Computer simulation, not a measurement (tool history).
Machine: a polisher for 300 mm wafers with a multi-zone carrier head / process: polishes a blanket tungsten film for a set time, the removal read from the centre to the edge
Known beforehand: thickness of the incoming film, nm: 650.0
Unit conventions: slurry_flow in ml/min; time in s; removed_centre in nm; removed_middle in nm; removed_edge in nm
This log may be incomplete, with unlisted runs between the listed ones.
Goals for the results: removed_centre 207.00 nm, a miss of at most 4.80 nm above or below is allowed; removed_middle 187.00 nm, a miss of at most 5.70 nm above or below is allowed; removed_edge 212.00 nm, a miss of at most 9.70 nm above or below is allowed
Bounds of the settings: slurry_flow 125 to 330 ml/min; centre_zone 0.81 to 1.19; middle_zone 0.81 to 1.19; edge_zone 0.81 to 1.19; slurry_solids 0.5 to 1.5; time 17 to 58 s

run 1 hour=0.0 | slurry_flow=210 centre_zone=1.00 middle_zone=1.00 edge_zone=1.00 slurry_solids=1.0 time=37 | removed_centre=231.41 removed_middle=222.49 removed_edge=224.69
run 2 hour=3.1 | slurry_flow=210 centre_zone=1.00 middle_zone=1.00 edge_zone=1.00 slurry_solids=1.0 time=32 | removed_centre=197.87 removed_middle=193.52 removed_edge=194.35
run 3 hour=5.8 | slurry_flow=210 centre_zone=1.00 middle_zone=1.00 edge_zone=1.08 slurry_solids=1.0 time=32 | removed_centre=199.80 removed_middle=195.01 removed_edge=199.88
run 4 hour=9.0 | slurry_flow=210 centre_zone=1.00 middle_zone=1.00 edge_zone=1.01 slurry_solids=1.0 time=32 | removed_centre=199.68 removed_middle=188.87 removed_edge=188.05
run 5 hour=17.5 | slurry_flow=210 centre_zone=1.00 middle_zone=1.05 edge_zone=1.01 slurry_solids=1.0 time=32 | removed_centre=198.81 removed_middle=201.73 removed_edge=193.71
run 6 hour=25.7 | slurry_flow=210 centre_zone=1.00 middle_zone=1.02 edge_zone=1.05 slurry_solids=1.0 time=32 | removed_centre=198.92 removed_middle=196.18 removed_edge=196.85
run 7 hour=32.2 | slurry_flow=210 centre_zone=1.00 middle_zone=1.00 edge_zone=1.08 slurry_solids=1.0 time=32 | removed_centre=197.34 removed_middle=192.05 removed_edge=200.89
run 8 hour=34.4 | slurry_flow=215 centre_zone=1.01 middle_zone=0.99 edge_zone=1.09 slurry_solids=1.0 time=32 | removed_centre=200.27 removed_middle=192.54 removed_edge=200.73

5 candidate next runs follow, results not yet known. Just one meets every target within its allowed miss. Identify it.
run A hour=36.6 | slurry_flow=195 centre_zone=0.98 middle_zone=1.00 edge_zone=1.08 slurry_solids=1.1 time=31 | removed_centre=? removed_middle=? removed_edge=?
run B hour=36.6 | slurry_flow=180 centre_zone=1.00 middle_zone=0.92 edge_zone=1.12 slurry_solids=1.2 time=33 | removed_centre=? removed_middle=? removed_edge=?
run C hour=36.6 | slurry_flow=250 centre_zone=0.93 middle_zone=0.91 edge_zone=1.19 slurry_solids=0.9 time=33 | removed_centre=? removed_middle=? removed_edge=?
run D hour=36.6 | slurry_flow=225 centre_zone=0.92 middle_zone=0.96 edge_zone=1.08 slurry_solids=0.9 time=34 | removed_centre=? removed_middle=? removed_edge=?
run E hour=36.6 | slurry_flow=200 centre_zone=1.06 middle_zone=0.98 edge_zone=1.02 slurry_solids=1.1 time=31 | removed_centre=? removed_middle=? removed_edge=?

move=A removed_centre=188.53 removed_middle=188.55 removed_edge=194.33
move=B removed_centre=204.30 removed_middle=187.80 removed_edge=212.43
move=C removed_centre=192.49 removed_middle=184.96 removed_edge=215.19
move=D removed_centre=193.74 removed_middle=196.65 removed_edge=208.69
move=E removed_centre=201.93 removed_middle=186.06 removed_edge=189.52
A: lands further from the targets than the last run did
B: all results land within tolerance of their targets
C: lands further from the targets than the last run did
D: lands further from the targets than the last run did
E: lands further from the targets than the last run did
B is the move that brings every result within its allowed miss.
